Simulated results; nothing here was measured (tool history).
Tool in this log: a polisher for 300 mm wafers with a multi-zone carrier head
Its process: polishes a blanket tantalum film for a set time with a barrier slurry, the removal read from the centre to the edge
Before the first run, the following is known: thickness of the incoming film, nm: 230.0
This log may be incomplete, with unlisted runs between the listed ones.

run,hour,flow of slurry (ml/min),pressure of the head's centre zone,pressure of the head's middle zone,pressure of the head's edge zone,abrasive content of the slurry,polishing time (s),film removed at the wafer's centre (Å),film removed at mid-radius (Å),film removed at the wafer's edge (Å)
1,0,200,1,1,1,1,43,654.8,664.9,679.31
2,3,155,1,1,1,1,43,629.82,643.47,660
3,4,155,1.06,1,1,1,43,657.76,635.95,660.15
4,5.1,150,1,1.03,0.97,0.95,43,628.53,647.43,639.48
5,10.7,125,1,1.03,0.97,0.95,43,597.82,625.01,630.56
6,17.5,125,1,1.07,0.97,0.95,43,592.71,642.52,618.97
7,26.3,125,0.97,1.1,0.97,0.95,43,569.72,655.62,624.79

What will run 8 give?
8,32.4,125,0.95,1.12,0.95,0.95,43,?,?,?

{"run 8": {"film removed at the wafer's centre (Å)": 580.16, "film removed at mid-radius (Å)": 663.67, "film removed at the wafer's edge (Å)": 616.12}}
